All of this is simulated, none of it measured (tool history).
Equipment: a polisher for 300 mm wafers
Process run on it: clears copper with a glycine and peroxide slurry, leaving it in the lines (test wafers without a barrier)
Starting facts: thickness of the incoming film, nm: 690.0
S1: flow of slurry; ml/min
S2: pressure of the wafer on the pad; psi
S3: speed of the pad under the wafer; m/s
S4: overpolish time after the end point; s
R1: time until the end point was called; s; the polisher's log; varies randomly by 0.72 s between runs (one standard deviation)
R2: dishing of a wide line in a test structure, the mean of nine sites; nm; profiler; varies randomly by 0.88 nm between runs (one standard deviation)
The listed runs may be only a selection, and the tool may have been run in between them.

| run | hour | S1 | S2 | S3 | S4 | R1 | R2 |
|---|---|---|---|---|---|---|---|
| 1 | 0.0 | 195 | 3.4 | 1.22 | 26 | 84.753 | 74.893 |
| 2 | 2.5 | 195 | 3.6 | 1.22 | 26 | 81.230 | 75.710 |
| 3 | 10.6 | 195 | 3.8 | 1.22 | 26 | 78.338 | 78.182 |
| 4 | 13.7 | 225 | 3.8 | 1.22 | 26 | 77.434 | 76.458 |
| 5 | 18.0 | 225 | 3.0 | 1.22 | 26 | 90.250 | 72.876 |
| 6 | 20.4 | 225 | 3.3 | 1.22 | 26 | 84.647 | 75.328 |

What does the tool deliver on the next run?
| 7 | 24.6 | 225 | 3.6 | 1.22 | 26 | ? | ? |

{"run 7": {"R1": 77.653, "R2": 77.843}}
